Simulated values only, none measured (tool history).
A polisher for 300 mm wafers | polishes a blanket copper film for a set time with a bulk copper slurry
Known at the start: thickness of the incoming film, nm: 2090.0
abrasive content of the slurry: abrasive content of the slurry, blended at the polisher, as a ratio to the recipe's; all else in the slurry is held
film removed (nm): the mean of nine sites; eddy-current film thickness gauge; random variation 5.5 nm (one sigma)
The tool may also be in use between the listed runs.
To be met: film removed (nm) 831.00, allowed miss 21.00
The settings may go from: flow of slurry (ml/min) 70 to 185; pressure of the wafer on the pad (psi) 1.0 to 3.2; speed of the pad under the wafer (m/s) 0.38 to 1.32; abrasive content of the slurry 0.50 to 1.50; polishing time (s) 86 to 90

| run | day | flow of slurry (ml/min) | pressure of the wafer on the pad (psi) | speed of the pad under the wafer (m/s) | abrasive content of the slurry | polishing time (s) | film removed (nm) |
|---|---|---|---|---|---|---|---|
| 1 | 0.000 | 120 | 2.1 | 0.84 | 1.00 | 86 | 545.05 |
| 2 | 0.108 | 125 | 2.2 | 0.84 | 1.00 | 86 | 563.34 |
| 3 | 0.342 | 125 | 2.2 | 0.74 | 1.00 | 86 | 501.35 |
| 4 | 0.700 | 130 | 2.3 | 0.74 | 1.00 | 86 | 514.05 |
| 5 | 1.046 | 110 | 2.3 | 0.74 | 1.00 | 86 | 501.97 |
| 6 | 1.071 | 110 | 2.3 | 0.90 | 1.00 | 86 | 605.55 |
| 7 | 1.283 | 140 | 2.9 | 0.90 | 1.00 | 86 | 746.78 |
| 8 | 1.521 | 140 | 2.9 | 0.90 | 1.00 | 86 | 757.10 |
| 9 | 1.621 | 145 | 3.0 | 0.90 | 1.00 | 86 | 783.41 |
| 10 | 1.996 | 150 | 3.1 | 0.90 | 1.00 | 86 | 800.75 |

4 next moves are on the table. One of them brings every result within its allowed miss. Which?
| A | 2.371 | 135 | 2.9 | 0.88 | 1.35 | 90 | ? |
| B | 2.371 | 155 | 3.0 | 0.86 | 1.05 | 87 | ? |
| C | 2.371 | 155 | 3.2 | 0.84 | 0.90 | 90 | ? |
| D | 2.371 | 125 | 3.2 | 0.86 | 0.95 | 88 | ? |

| move | film removed (nm) |
|---|---|
| A | 845.04 |
| B | 774.21 |
| C | 784.10 |
| D | 775.00 |
A: meets every target
B: further off than the last run
C: further off than the last run
D: further off than the last run
The right move is A.
